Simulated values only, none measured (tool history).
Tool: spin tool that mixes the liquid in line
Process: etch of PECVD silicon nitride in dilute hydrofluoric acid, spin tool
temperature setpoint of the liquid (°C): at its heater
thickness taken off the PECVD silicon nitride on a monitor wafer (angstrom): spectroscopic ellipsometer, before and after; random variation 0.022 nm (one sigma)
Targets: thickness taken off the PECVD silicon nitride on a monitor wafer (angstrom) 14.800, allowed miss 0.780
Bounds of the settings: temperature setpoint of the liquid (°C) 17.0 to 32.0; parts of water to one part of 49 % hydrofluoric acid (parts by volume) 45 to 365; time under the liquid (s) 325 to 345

run,hour,temperature setpoint of the liquid (°C),parts of water to one part of 49 % hydrofluoric acid (parts by volume),time under the liquid (s),thickness taken off the PECVD silicon nitride on a monitor wafer (angstrom)
1,0.0,24.0,205,325,28.913
2,1.0,22.0,205,325,25.095
3,3.2,22.0,265,325,19.806
4,7.0,22.0,315,325,17.018
5,7.6,21.5,315,325,16.380
6,15.2,21.5,315,345,16.866
7,15.9,21.0,315,345,16.786
8,18.7,20.5,315,345,16.195
9,26.6,20.0,315,345,15.800

4 next moves are on the table. One of them brings every result within its allowed miss. Which?
A,34.5,19.0,275,345,?
B,34.5,18.5,285,325,?
C,34.5,18.5,350,345,?
D,34.5,17.0,225,330,?

move,thickness taken off the PECVD silicon nitride on a monitor wafer (angstrom)
A,16.938
B,14.927
C,13.018
D,17.216
A: further off than the last run
B: meets every target
C: takes the result that was furthest off past its target
D: further off than the last run
Answer: B
